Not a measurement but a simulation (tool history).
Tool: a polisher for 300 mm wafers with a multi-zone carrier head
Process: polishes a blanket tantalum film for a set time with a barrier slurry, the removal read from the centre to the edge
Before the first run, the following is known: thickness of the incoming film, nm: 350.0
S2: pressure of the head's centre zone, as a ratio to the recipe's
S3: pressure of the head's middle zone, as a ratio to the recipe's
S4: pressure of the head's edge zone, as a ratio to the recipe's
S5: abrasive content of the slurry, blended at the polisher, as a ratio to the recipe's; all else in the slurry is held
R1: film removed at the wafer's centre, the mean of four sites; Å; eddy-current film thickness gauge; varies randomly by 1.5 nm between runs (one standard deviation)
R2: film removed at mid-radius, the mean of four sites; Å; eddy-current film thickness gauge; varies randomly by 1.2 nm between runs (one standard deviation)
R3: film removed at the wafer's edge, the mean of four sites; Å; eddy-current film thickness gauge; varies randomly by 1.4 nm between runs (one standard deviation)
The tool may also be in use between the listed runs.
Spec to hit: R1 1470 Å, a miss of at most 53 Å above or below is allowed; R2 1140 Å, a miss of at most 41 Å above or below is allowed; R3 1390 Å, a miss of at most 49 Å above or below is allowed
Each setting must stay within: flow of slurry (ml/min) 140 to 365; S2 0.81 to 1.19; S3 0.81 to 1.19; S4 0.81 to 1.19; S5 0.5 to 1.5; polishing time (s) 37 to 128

{"run": 1, "day": 0.0, "flow of slurry (ml/min)": 235, "S2": 1, "S3": 1, "S4": 1, "S5": 1, "polishing time (s)": 82, "R1": 1127.8, "R2": 1108.7, "R3": 1134.3}
{"run": 2, "day": 0.108, "flow of slurry (ml/min)": 235, "S2": 1, "S3": 0.97, "S4": 1, "S5": 1, "polishing time (s)": 82, "R1": 1102.3, "R2": 1090.3, "R3": 1143.9}
{"run": 3, "day": 0.242, "flow of slurry (ml/min)": 235, "S2": 1, "S3": 0.91, "S4": 1, "S5": 1, "polishing time (s)": 82, "R1": 1126.3, "R2": 1038.1, "R3": 1126.6}
{"run": 4, "day": 0.296, "flow of slurry (ml/min)": 240, "S2": 1.04, "S3": 0.9, "S4": 1.05, "S5": 1.1, "polishing time (s)": 83, "R1": 1216.2, "R2": 1068.2, "R3": 1218.5}
{"run": 5, "day": 0.5, "flow of slurry (ml/min)": 240, "S2": 1.04, "S3": 0.96, "S4": 1.05, "S5": 1.1, "polishing time (s)": 83, "R1": 1181.7, "R2": 1140.1, "R3": 1238.4}
{"run": 6, "day": 0.754, "flow of slurry (ml/min)": 250, "S2": 1.09, "S3": 0.93, "S4": 1.06, "S5": 1.15, "polishing time (s)": 83, "R1": 1277.6, "R2": 1114.7, "R3": 1224}
{"run": 7, "day": 0.842, "flow of slurry (ml/min)": 255, "S2": 1.11, "S3": 0.91, "S4": 1.09, "S5": 1.2, "polishing time (s)": 83, "R1": 1337.5, "R2": 1114.7, "R3": 1268.1}
{"run": 8, "day": 0.929, "flow of slurry (ml/min)": 260, "S2": 1.12, "S3": 0.9, "S4": 1.12, "S5": 1.25, "polishing time (s)": 83, "R1": 1355, "R2": 1112.1, "R3": 1308.3}
{"run": 9, "day": 1.288, "flow of slurry (ml/min)": 265, "S2": 1.14, "S3": 0.9, "S4": 1.14, "S5": 1.3, "polishing time (s)": 83, "R1": 1397.4, "R2": 1139.5, "R3": 1309.3}
{"run": 10, "day": 1.521, "flow of slurry (ml/min)": 265, "S2": 1.14, "S3": 0.88, "S4": 1.15, "S5": 1.35, "polishing time (s)": 83, "R1": 1396.5, "R2": 1118.8, "R3": 1337.9}
{"run": 11, "day": 1.617, "flow of slurry (ml/min)": 265, "S2": 1.14, "S3": 0.88, "S4": 1.15, "S5": 1.35, "polishing time (s)": 83, "R1": 1418.6, "R2": 1132.8, "R3": 1352.4}
{"run": 12, "day": 1.938, "flow of slurry (ml/min)": 265, "S2": 1.15, "S3": 0.88, "S4": 1.16, "S5": 1.35, "polishing time (s)": 83, "R1": 1423.8, "R2": 1114.9, "R3": 1326.7}

Exactly one of the 5 candidate moves below puts every result within its allowed miss. Which one?
{"run": "A", "day": 2.258, "flow of slurry (ml/min)": 165, "S2": 1.19, "S3": 0.92, "S4": 1.02, "S5": 1.3, "polishing time (s)": 88, "R1": "?", "R2": "?", "R3": "?"}
{"run": "B", "day": 2.258, "flow of slurry (ml/min)": 265, "S2": 1.17, "S3": 0.87, "S4": 1.17, "S5": 1.4, "polishing time (s)": 84, "R1": "?", "R2": "?", "R3": "?"}
{"run": "C", "day": 2.258, "flow of slurry (ml/min)": 340, "S2": 1.15, "S3": 0.86, "S4": 0.95, "S5": 1.4, "polishing time (s)": 84, "R1": "?", "R2": "?", "R3": "?"}
{"run": "D", "day": 2.258, "flow of slurry (ml/min)": 275, "S2": 1.19, "S3": 0.93, "S4": 1.14, "S5": 1.15, "polishing time (s)": 81, "R1": "?", "R2": "?", "R3": "?"}
{"run": "E", "day": 2.258, "flow of slurry (ml/min)": 290, "S2": 1.19, "S3": 0.9, "S4": 1.06, "S5": 1.5, "polishing time (s)": 80, "R1": "?", "R2": "?", "R3": "?"}

move=A R1=1445.3 R2=1150.7 R3=1260
move=B R1=1487 R2=1140.9 R3=1378.5
move=C R1=1501.6 R2=1158.8 R3=1267
move=D R1=1403.6 R2=1118 R3=1258.9
move=E R1=1476.9 R2=1144.4 R3=1275
A: further off than the last run
B: every result lands within tolerance
C: further off than the last run
D: further off than the last run
E: further off than the last run
Go with B: it meets all targets.
